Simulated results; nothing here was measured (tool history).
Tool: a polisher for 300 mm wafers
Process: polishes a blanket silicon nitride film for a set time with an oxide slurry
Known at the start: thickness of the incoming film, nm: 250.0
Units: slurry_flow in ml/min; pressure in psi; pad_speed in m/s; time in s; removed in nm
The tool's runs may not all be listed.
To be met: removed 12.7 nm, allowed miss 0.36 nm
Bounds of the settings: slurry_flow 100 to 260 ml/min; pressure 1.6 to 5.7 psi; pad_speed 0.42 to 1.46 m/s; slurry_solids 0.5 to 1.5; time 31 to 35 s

run  hour  slurry_flow  pressure  pad_speed  slurry_solids  time  removed
  1     0          165       3.6       0.94              1    35   19.847
  2   4.4          130       3.6       0.94              1    35   18.773
  3   8.4          125       3.4       0.94              1    35   17.779
  4     9          105       3.4       0.94              1    35    17.37
  5  12.9          105       3.4       0.94           0.85    35   15.489
  6  17.8          105         4       0.94           0.85    35   18.258
  7  20.5          105       3.8       0.94           0.85    35   17.389
  8  27.3          105       3.8       0.94           0.85    35   17.472
  9  34.3          105       3.7       0.94           0.85    35   16.875
 10  41.4          105       3.6       0.94           0.85    35   16.468
 11  42.3          105       3.5       0.94           0.85    35   15.932
 12  45.3          105       3.5       0.94           0.85    35   16.028
 13    51          105       3.4       0.94           0.85    35   15.505
 14    59          105       3.3       0.94           0.85    35   15.132
 15    66          105       3.2       0.94           0.85    35   14.653
 16  72.7          105       3.1       0.94           0.85    35   14.145
 17  79.8          105       2.9       0.94           0.85    35   13.452

Which of these 5 next moves meets every target?
  A  86.9          100       3.8       0.78           0.65    32        ?
  B  86.9          110       2.8       0.84            0.8    35        ?
  C  86.9          100       3.4        0.9            0.7    34        ?
  D  86.9          100       2.7       0.84            1.1    32        ?
  E  86.9          100       2.8       0.88           0.85    33        ?

move  removed
   A   11.714
   B   11.796
   C   12.808
   D   12.132
   E   11.557
A: takes the result that was furthest off past its target
B: takes the result that was furthest off past its target
C: meets every target
D: takes the result that was furthest off past its target
E: takes the result that was furthest off past its target
The right move is C.
